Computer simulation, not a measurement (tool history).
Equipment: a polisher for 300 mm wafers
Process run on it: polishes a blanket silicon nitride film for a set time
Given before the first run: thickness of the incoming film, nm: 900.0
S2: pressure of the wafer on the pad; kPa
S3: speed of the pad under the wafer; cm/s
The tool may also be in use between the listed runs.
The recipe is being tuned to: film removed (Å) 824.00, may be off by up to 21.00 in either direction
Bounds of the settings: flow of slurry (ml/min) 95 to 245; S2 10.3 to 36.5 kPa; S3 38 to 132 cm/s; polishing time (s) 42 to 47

{"run": 1, "hour": 0.0, "flow of slurry (ml/min)": 155, "S2": 23.4, "S3": 84, "polishing time (s)": 47, "film removed (Å)": 628.51}
{"run": 2, "hour": 7.4, "flow of slurry (ml/min)": 165, "S2": 24.8, "S3": 84, "polishing time (s)": 47, "film removed (Å)": 670.21}
{"run": 3, "hour": 15.1, "flow of slurry (ml/min)": 165, "S2": 24.8, "S3": 104, "polishing time (s)": 47, "film removed (Å)": 793.82}
{"run": 4, "hour": 21.9, "flow of slurry (ml/min)": 165, "S2": 24.8, "S3": 104, "polishing time (s)": 47, "film removed (Å)": 794.0}
{"run": 5, "hour": 23.9, "flow of slurry (ml/min)": 170, "S2": 24.8, "S3": 104, "polishing time (s)": 47, "film removed (Å)": 796.67}
{"run": 6, "hour": 29.6, "flow of slurry (ml/min)": 170, "S2": 29.0, "S3": 104, "polishing time (s)": 47, "film removed (Å)": 938.36}
{"run": 7, "hour": 32.4, "flow of slurry (ml/min)": 165, "S2": 28.3, "S3": 104, "polishing time (s)": 47, "film removed (Å)": 901.61}
{"run": 8, "hour": 37.3, "flow of slurry (ml/min)": 120, "S2": 26.9, "S3": 104, "polishing time (s)": 47, "film removed (Å)": 792.82}
{"run": 9, "hour": 45.5, "flow of slurry (ml/min)": 125, "S2": 26.9, "S3": 104, "polishing time (s)": 47, "film removed (Å)": 805.79}

Which one of the following 5 next-run settings gets every result inside its allowed miss? There is exactly one.
{"run": "A", "hour": 53.7, "flow of slurry (ml/min)": 115, "S2": 26.9, "S3": 108, "polishing time (s)": 45, "film removed (Å)": "?"}
{"run": "B", "hour": 53.7, "flow of slurry (ml/min)": 105, "S2": 34.5, "S3": 86, "polishing time (s)": 47, "film removed (Å)": "?"}
{"run": "C", "hour": 53.7, "flow of slurry (ml/min)": 130, "S2": 26.9, "S3": 104, "polishing time (s)": 43, "film removed (Å)": "?"}
{"run": "D", "hour": 53.7, "flow of slurry (ml/min)": 125, "S2": 26.2, "S3": 112, "polishing time (s)": 45, "film removed (Å)": "?"}
{"run": "E", "hour": 53.7, "flow of slurry (ml/min)": 105, "S2": 29.0, "S3": 100, "polishing time (s)": 47, "film removed (Å)": "?"}

move=A film_removed_(Å)=763.89
move=B film_removed_(Å)=820.13
move=C film_removed_(Å)=736.67
move=D film_removed_(Å)=788.07
move=E film_removed_(Å)=780.30
A: the biggest miss grows against the last run
B: each result inside its tolerance
C: the biggest miss grows against the last run
D: the biggest miss grows against the last run
E: the biggest miss grows against the last run
Answer: B
